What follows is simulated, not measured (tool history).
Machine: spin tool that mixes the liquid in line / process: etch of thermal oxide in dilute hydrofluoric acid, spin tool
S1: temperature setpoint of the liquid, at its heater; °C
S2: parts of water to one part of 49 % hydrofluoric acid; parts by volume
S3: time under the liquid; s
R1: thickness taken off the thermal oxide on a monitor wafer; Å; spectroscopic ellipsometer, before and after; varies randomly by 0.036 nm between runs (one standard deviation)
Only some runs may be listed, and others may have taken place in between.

run 1 day=0.000 | S1=22.0 S2=115 S3=285 | R1=93.813
run 2 day=0.038 | S1=23.0 S2=115 S3=285 | R1=97.383
run 3 day=0.150 | S1=24.0 S2=115 S3=285 | R1=101.220
run 4 day=0.429 | S1=27.0 S2=115 S3=285 | R1=113.860
run 5 day=0.658 | S1=27.5 S2=115 S3=285 | R1=115.840
run 6 day=0.950 | S1=27.5 S2=80 S3=285 | R1=174.960
run 7 day=1.150 | S1=23.5 S2=80 S3=285 | R1=149.260
run 8 day=1.504 | S1=19.5 S2=80 S3=285 | R1=127.000

Run 9, settings as shown, results not yet in. Your forecast:
run 9 day=1.692 | S1=19.0 S2=80 S3=285 | R1=?

{"run 9": {"R1": 123.76}}
